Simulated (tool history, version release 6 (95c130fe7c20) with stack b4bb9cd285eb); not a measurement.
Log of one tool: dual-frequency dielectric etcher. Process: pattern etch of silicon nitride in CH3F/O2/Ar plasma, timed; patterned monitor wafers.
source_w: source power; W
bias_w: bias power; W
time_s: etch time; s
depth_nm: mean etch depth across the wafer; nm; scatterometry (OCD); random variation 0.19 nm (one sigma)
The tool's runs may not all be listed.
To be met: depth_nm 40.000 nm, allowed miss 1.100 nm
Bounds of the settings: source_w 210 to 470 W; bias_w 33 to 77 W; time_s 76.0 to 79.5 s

{"run": 1, "hour": 0.0, "source_w": 340, "bias_w": 55, "time_s": 76.0, "depth_nm": 48.229}
{"run": 2, "hour": 5.3, "source_w": 340, "bias_w": 64, "time_s": 76.0, "depth_nm": 50.408}
{"run": 3, "hour": 11.3, "source_w": 340, "bias_w": 70, "time_s": 76.0, "depth_nm": 51.414}
{"run": 4, "hour": 20.1, "source_w": 290, "bias_w": 70, "time_s": 76.0, "depth_nm": 48.975}
{"run": 5, "hour": 22.4, "source_w": 270, "bias_w": 64, "time_s": 76.0, "depth_nm": 46.6}
{"hour": 26.6, "done": "wet clean of the chamber"}
{"run": 6, "hour": 26.6, "source_w": 300, "bias_w": 64, "time_s": 76.0, "depth_nm": 46.837}
{"run": 7, "hour": 28.2, "source_w": 280, "bias_w": 62, "time_s": 76.0, "depth_nm": 45.202}
{"run": 8, "hour": 30.6, "source_w": 270, "bias_w": 61, "time_s": 76.0, "depth_nm": 44.761}
{"run": 9, "hour": 37.9, "source_w": 260, "bias_w": 60, "time_s": 76.0, "depth_nm": 43.961}
{"run": 10, "hour": 44.4, "source_w": 250, "bias_w": 59, "time_s": 76.0, "depth_nm": 43.092}
{"run": 11, "hour": 47.5, "source_w": 240, "bias_w": 58, "time_s": 76.0, "depth_nm": 42.881}

Which of these 4 next moves meets every target?
{"run": "A", "hour": 50.6, "source_w": 210, "bias_w": 51, "time_s": 77.0, "depth_nm": "?"}
{"run": "B", "hour": 50.6, "source_w": 240, "bias_w": 56, "time_s": 78.0, "depth_nm": "?"}
{"run": "C", "hour": 50.6, "source_w": 210, "bias_w": 68, "time_s": 76.5, "depth_nm": "?"}
{"run": "D", "hour": 50.6, "source_w": 220, "bias_w": 52, "time_s": 79.0, "depth_nm": "?"}

move=A depth_nm=40.405
move=B depth_nm=43.453
move=C depth_nm=43.054
move=D depth_nm=42.190
A: meets every target
B: further off than the last run
C: further off than the last run
D: nearer than the last run, and not there yet
Answer: A

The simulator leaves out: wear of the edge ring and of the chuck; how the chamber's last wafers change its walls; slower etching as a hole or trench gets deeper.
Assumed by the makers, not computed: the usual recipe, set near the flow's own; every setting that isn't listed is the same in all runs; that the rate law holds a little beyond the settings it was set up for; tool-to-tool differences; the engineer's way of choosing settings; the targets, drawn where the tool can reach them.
